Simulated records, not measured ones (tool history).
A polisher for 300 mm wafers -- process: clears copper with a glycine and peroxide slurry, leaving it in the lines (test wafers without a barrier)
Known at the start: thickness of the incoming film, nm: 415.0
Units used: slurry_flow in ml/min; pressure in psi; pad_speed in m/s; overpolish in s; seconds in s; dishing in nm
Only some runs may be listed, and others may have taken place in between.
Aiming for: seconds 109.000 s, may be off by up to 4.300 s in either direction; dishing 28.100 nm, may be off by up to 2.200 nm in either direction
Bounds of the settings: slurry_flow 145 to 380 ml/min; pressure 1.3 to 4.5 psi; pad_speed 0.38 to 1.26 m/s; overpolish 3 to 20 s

run 1 hour=0.0 | slurry_flow=245 pressure=2.9 pad_speed=0.82 overpolish=10 | seconds=75.909 dishing=36.033
run 2 hour=6.6 | slurry_flow=245 pressure=2.3 pad_speed=0.82 overpolish=10 | seconds=93.135 dishing=29.954
run 3 hour=11.1 | slurry_flow=245 pressure=2.9 pad_speed=0.82 overpolish=10 | seconds=75.465 dishing=34.097
run 4 hour=14.5 | slurry_flow=245 pressure=2.9 pad_speed=0.82 overpolish=12 | seconds=76.529 dishing=40.542
run 5 hour=21.5 | slurry_flow=245 pressure=2.9 pad_speed=0.82 overpolish=9 | seconds=75.104 dishing=31.436
run 6 hour=25.0 | slurry_flow=245 pressure=2.9 pad_speed=0.94 overpolish=9 | seconds=69.714 dishing=33.848
run 7 hour=25.7 | slurry_flow=245 pressure=2.7 pad_speed=0.94 overpolish=9 | seconds=74.178 dishing=33.106
run 8 hour=28.9 | slurry_flow=245 pressure=2.5 pad_speed=0.94 overpolish=9 | seconds=78.592 dishing=32.082
run 9 hour=33.9 | slurry_flow=245 pressure=2.3 pad_speed=0.94 overpolish=9 | seconds=84.575 dishing=30.127
run 10 hour=36.0 | slurry_flow=245 pressure=2.2 pad_speed=0.94 overpolish=9 | seconds=86.468 dishing=28.426
run 11 hour=39.4 | slurry_flow=245 pressure=2.1 pad_speed=0.94 overpolish=9 | seconds=89.591 dishing=27.406
run 12 hour=45.9 | slurry_flow=245 pressure=2.0 pad_speed=0.94 overpolish=9 | seconds=93.590 dishing=27.635
run 13 hour=51.6 | slurry_flow=245 pressure=1.9 pad_speed=0.94 overpolish=9 | seconds=97.103 dishing=26.356
run 14 hour=58.9 | slurry_flow=245 pressure=1.8 pad_speed=0.94 overpolish=9 | seconds=101.590 dishing=23.788
run 15 hour=60.8 | slurry_flow=245 pressure=1.8 pad_speed=0.94 overpolish=10 | seconds=101.060 dishing=27.535

Of the 4 settings listed for the next run, only one would bring every result within its allowed miss of target. Which one?
run A hour=62.7 | slurry_flow=240 pressure=1.9 pad_speed=1.04 overpolish=9 | seconds=? dishing=?
run B hour=62.7 | slurry_flow=265 pressure=1.6 pad_speed=0.92 overpolish=11 | seconds=? dishing=?
run C hour=62.7 | slurry_flow=245 pressure=1.8 pad_speed=0.94 overpolish=11 | seconds=? dishing=?
run D hour=62.7 | slurry_flow=215 pressure=1.6 pad_speed=1.18 overpolish=10 | seconds=? dishing=?

move=A seconds=89.390 dishing=26.922
move=B seconds=107.650 dishing=27.163
move=C seconds=98.570 dishing=29.314
move=D seconds=95.562 dishing=27.520
A: further off than the last run
B: meets every target
C: further off than the last run
D: further off than the last run
B is the move that brings every result within its allowed miss.

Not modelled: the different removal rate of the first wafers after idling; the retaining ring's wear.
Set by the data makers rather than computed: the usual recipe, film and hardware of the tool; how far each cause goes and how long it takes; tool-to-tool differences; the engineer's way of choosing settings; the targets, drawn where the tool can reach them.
